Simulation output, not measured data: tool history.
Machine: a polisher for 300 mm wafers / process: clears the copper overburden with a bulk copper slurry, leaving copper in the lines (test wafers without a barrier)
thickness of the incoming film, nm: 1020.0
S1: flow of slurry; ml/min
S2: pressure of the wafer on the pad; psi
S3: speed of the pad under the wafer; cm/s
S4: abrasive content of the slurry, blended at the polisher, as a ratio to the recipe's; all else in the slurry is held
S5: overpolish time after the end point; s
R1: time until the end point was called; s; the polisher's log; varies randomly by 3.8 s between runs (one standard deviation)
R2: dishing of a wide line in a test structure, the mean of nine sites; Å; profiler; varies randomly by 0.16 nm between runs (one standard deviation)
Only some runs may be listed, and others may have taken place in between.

{"run": 1, "hour": 0.0, "S1": 145, "S2": 2.0, "S3": 136, "S4": 1.0, "S5": 14, "R1": 124.39, "R2": 659.12}
{"run": 2, "hour": 0.9, "S1": 145, "S2": 2.0, "S3": 136, "S4": 0.8, "S5": 14, "R1": 127.92, "R2": 651.75}
{"run": 3, "hour": 3.3, "S1": 120, "S2": 2.0, "S3": 136, "S4": 0.8, "S5": 14, "R1": 132.23, "R2": 622.62}
{"run": 4, "hour": 4.6, "S1": 115, "S2": 1.8, "S3": 124, "S4": 0.9, "S5": 12, "R1": 151.82, "R2": 511.0}
{"run": 5, "hour": 11.9, "S1": 110, "S2": 1.7, "S3": 114, "S4": 0.85, "S5": 11, "R1": 170.54, "R2": 431.53}
{"run": 6, "hour": 18.3, "S1": 110, "S2": 1.7, "S3": 114, "S4": 0.85, "S5": 7, "R1": 166.69, "R2": 288.1}
{"run": 7, "hour": 24.5, "S1": 125, "S2": 1.1, "S3": 76, "S4": 0.8, "S5": 4, "R1": 280.53, "R2": 106.09}
{"run": 8, "hour": 26.8, "S1": 120, "S2": 1.1, "S3": 76, "S4": 0.8, "S5": 4, "R1": 289.78, "R2": 107.24}
{"run": 9, "hour": 31.0, "S1": 115, "S2": 1.1, "S3": 76, "S4": 0.8, "S5": 4, "R1": 286.01, "R2": 105.79}
{"run": 10, "hour": 37.3, "S1": 110, "S2": 1.0, "S3": 74, "S4": 0.85, "S5": 6, "R1": 309.17, "R2": 144.48}
{"run": 11, "hour": 38.3, "S1": 115, "S2": 1.0, "S3": 74, "S4": 0.85, "S5": 6, "R1": 307.24, "R2": 146.33}
{"run": 12, "hour": 42.6, "S1": 120, "S2": 1.0, "S3": 74, "S4": 0.85, "S5": 6, "R1": 296.3, "R2": 149.57}
{"run": 13, "hour": 45.7, "S1": 125, "S2": 1.0, "S3": 72, "S4": 0.85, "S5": 6, "R1": 302.36, "R2": 146.28}

Expected results for the next run?
{"run": 14, "hour": 52.3, "S1": 130, "S2": 1.0, "S3": 70, "S4": 0.8, "S5": 6, "R1": "?", "R2": "?"}

R1: 304.27 s
R2: 143.46 Å

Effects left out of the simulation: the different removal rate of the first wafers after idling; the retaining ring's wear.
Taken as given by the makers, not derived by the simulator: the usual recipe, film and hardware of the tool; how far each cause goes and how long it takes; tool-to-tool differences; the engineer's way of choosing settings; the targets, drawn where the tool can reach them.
